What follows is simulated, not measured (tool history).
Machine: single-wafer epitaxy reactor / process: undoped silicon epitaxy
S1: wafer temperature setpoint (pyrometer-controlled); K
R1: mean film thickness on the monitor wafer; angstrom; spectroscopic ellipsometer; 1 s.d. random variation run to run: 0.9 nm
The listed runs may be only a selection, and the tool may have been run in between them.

Run 1, hour 0: S1 948.15 K, deposition time (s) 537. Result: R1 1313.9 angstrom.
Run 2, hour 3.1: S1 951.15 K, deposition time (s) 541. Result: R1 1416.9 angstrom.
Run 3, hour 10.7: S1 960.15 K, deposition time (s) 541. Result: R1 1669.7 angstrom.
Run 4, hour 12.2: S1 968.15 K, deposition time (s) 541. Result: R1 1937.5 angstrom.
Run 5, hour 18: S1 972.15 K, deposition time (s) 541. Result: R1 2098.9 angstrom.
Run 6, hour 25: S1 972.15 K, deposition time (s) 546. Result: R1 2118.4 angstrom.

The next listed run, before its measurement:
Run 7, hour 28.9: S1 972.15 K, deposition time (s) 551. Result: R1 ?.

Run 7 gave R1 2151.6 angstrom.
